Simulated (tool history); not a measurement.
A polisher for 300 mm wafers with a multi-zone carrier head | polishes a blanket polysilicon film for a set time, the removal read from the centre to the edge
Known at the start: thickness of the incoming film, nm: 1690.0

run	hour	flow of slurry (ml/min)	pressure of the head's centre zone	pressure of the head's middle zone	pressure of the head's edge zone	polishing time (s)	film removed at the wafer's centre (nm)	film removed at mid-radius (nm)	film removed at the wafer's edge (nm)
1	0.0	290	1.00	1.00	1.00	50	594.20	587.54	587.98
2	7.5	320	1.00	1.00	1.00	50	601.32	588.25	604.56
3	10.6	285	1.03	1.01	0.94	49	602.95	602.07	562.51
4	16.3	285	1.03	1.01	0.94	61	756.51	726.78	712.12
5	21.1	285	1.03	1.05	0.94	61	758.42	756.51	722.30
6	26.7	285	1.03	1.05	0.94	56	700.31	701.94	646.68

Run 7 comes next. What will it give?
7	32.4	270	1.06	1.02	0.90	53	?	?	?

Run 7 gave film removed at the wafer's centre (nm) 671.75, film removed at mid-radius (nm) 654.82, film removed at the wafer's edge (nm) 600.34.
